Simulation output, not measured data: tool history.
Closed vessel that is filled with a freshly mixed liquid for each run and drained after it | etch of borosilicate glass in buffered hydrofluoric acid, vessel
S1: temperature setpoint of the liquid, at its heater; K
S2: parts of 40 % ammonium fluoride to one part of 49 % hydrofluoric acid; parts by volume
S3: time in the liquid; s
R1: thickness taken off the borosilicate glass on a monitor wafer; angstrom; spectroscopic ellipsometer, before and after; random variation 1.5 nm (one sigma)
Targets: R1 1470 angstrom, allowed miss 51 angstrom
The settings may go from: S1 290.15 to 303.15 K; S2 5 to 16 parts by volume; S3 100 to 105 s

| run | hour | S1 | S2 | S3 | R1 |
|---|---|---|---|---|---|
| 1 | 0 | 295.15 | 9.5 | 100 | 1000.7 |
| 2 | 0.8 | 297.15 | 9.5 | 100 | 1117.8 |
| 3 | 5 | 297.15 | 9.5 | 105 | 1184.1 |
| 4 | 10.4 | 297.15 | 9.5 | 105 | 1144.6 |
| 5 | 18.3 | 298.65 | 9.5 | 105 | 1268.8 |
| 6 | 21.3 | 298.65 | 10.5 | 105 | 1161.8 |
| 7 | 24.1 | 298.65 | 10.5 | 105 | 1158.3 |
| 8 | 29.3 | 299.65 | 10.5 | 105 | 1224.1 |
| 9 | 35.7 | 300.65 | 10.5 | 105 | 1286.9 |

5 next moves are on the table. One of them brings every result within its allowed miss. Which?
| A | 42.1 | 299.65 | 8 | 105 | ? |
| B | 42.1 | 300.65 | 11.5 | 105 | ? |
| C | 42.1 | 298.15 | 10.5 | 100 | ? |
| D | 42.1 | 303.15 | 10 | 100 | ? |
| E | 42.1 | 300.65 | 9.5 | 105 | ? |

| move | R1 |
|---|---|
| A | 1572.2 |
| B | 1185.3 |
| C | 1082 |
| D | 1475.1 |
| E | 1405.7 |
A: takes the result that was furthest off past its target
B: further off than the last run
C: further off than the last run
D: meets every target
E: nearer than the last run, and not there yet
Move D is the one to make.
